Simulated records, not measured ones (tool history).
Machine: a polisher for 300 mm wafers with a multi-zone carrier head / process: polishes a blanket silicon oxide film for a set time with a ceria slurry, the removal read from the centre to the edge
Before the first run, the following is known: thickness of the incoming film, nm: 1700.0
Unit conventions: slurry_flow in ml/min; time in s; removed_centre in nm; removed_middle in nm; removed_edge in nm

run,hour,slurry_flow,centre_zone,middle_zone,edge_zone,time,removed_centre,removed_middle,removed_edge
1,0,165,1,1,1,34,151.99,156.57,159.17
2,4.7,205,1,1,1,34,156.15,157.14,163.81
3,8.7,205,1,1,1,27,126.64,127.72,129.1
4,15.4,205,1,1,1,19,87.969,87.77,90.999
5,21.6,215,1.01,0.99,1.02,19,90.928,88.951,93.881
6,22.8,215,1.01,1.06,1.02,19,88.688,94.499,91.698
7,25.9,220,1.02,1.03,1.03,19,92.132,92.425,93.117

Run 8 has not been measured yet. What should we expect?
# hour 32.8: worn pad replaced by a new one
8,32.8,220,1.02,1.01,1.04,19,?,?,?

{"run 8": {"removed_centre": 101.35, "removed_middle": 100.84, "removed_edge": 102.64}}

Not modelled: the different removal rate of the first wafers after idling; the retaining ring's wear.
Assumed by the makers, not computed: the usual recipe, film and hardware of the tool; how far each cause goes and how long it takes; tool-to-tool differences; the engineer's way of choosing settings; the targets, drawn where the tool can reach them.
